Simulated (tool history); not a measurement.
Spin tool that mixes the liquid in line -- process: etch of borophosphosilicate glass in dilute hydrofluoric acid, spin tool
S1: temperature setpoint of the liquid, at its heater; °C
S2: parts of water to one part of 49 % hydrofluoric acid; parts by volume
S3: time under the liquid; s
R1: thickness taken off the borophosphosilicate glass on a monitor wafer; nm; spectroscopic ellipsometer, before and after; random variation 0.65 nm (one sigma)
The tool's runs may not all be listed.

run 1 hour=0 | S1=23 S2=220 S3=315 | R1=41.165
run 2 hour=5.3 | S1=25 S2=220 S3=315 | R1=43.882
run 3 hour=8.5 | S1=25 S2=145 S3=315 | R1=72.746
run 4 hour=10.9 | S1=26 S2=145 S3=315 | R1=75.854
run 5 hour=17.8 | S1=26 S2=85 S3=315 | R1=139.23
run 6 hour=21.9 | S1=26 S2=85 S3=340 | R1=151.68
run 7 hour=29.9 | S1=24 S2=95 S3=340 | R1=124.02
run 8 hour=37.3 | S1=22.5 S2=95 S3=340 | R1=115.61
run 9 hour=41.9 | S1=21 S2=95 S3=340 | R1=109.18
run 10 hour=42.4 | S1=20 S2=95 S3=340 | R1=104.8

Expected results for the next run?
run 11 hour=45.7 | S1=19.5 S2=95 S3=340 | R1=?

Run 11 measured R1 102.63 nm.
